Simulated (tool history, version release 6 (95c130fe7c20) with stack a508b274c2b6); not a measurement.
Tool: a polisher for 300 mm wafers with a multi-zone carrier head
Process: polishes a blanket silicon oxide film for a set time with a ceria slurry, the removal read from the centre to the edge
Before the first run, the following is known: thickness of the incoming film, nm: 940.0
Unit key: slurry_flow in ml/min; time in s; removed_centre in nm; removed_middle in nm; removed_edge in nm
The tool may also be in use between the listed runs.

run,hour,slurry_flow,centre_zone,middle_zone,edge_zone,time,removed_centre,removed_middle,removed_edge
1,0.0,300,1.00,1.00,1.00,69,273.10,275.27,277.35
2,4.1,300,0.98,1.02,0.95,64,246.43,260.39,251.40
3,12.2,300,0.98,1.02,0.95,71,274.05,294.89,281.23
4,13.2,300,0.98,1.02,1.02,71,277.68,294.08,286.07
5,14.5,345,0.98,1.02,1.02,71,272.54,294.50,287.24
6,18.3,345,0.98,1.08,1.02,71,276.97,306.85,288.23
7,22.3,340,0.98,1.09,0.97,64,252.15,279.17,255.19
8,26.6,340,0.97,1.09,0.94,60,234.21,260.91,237.09
9,33.9,340,0.97,1.09,0.94,60,230.13,258.29,238.58
10,37.9,335,0.98,1.11,0.91,57,221.23,254.72,222.03
11,40.4,330,0.98,1.10,0.88,55,213.60,242.39,212.36

Run 12 has not been measured yet. What should we expect?
12,48.7,330,0.98,1.09,0.86,54,?,?,?

{"run 12": {"removed_centre": 209.72, "removed_middle": 234.94, "removed_edge": 205.98}}
